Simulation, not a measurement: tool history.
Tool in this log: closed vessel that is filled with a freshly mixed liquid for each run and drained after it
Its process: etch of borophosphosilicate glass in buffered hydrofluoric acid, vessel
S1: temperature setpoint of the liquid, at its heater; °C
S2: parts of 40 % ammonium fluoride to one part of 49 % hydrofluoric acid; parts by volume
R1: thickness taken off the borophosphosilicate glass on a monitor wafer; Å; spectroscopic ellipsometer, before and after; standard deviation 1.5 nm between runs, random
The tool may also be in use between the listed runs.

Run 1, hour 0: S1 24 °C, S2 12 parts by volume, time in the liquid (s) 100. Result: R1 3106 Å.
Run 2, hour 7.3: S1 24.5 °C, S2 12 parts by volume, time in the liquid (s) 100. Result: R1 3177.6 Å.
Run 3, hour 14.2: S1 24.5 °C, S2 12 parts by volume, time in the liquid (s) 100. Result: R1 3160.6 Å.
Run 4, hour 20.7: S1 24.5 °C, S2 12 parts by volume, time in the liquid (s) 100. Result: R1 3175.5 Å.
Run 5, hour 23.5: S1 24.5 °C, S2 9 parts by volume, time in the liquid (s) 100. Result: R1 4056.4 Å.
Run 6, hour 28: S1 24.5 °C, S2 7.5 parts by volume, time in the liquid (s) 100. Result: R1 4966.9 Å.

Estimate the outcome of run 7 from the log above:
Run 7, hour 34.7: S1 23.5 °C, S2 7.5 parts by volume, time in the liquid (s) 100. Result: R1 ?.

Logged for run 7: R1 4709.9 Å.
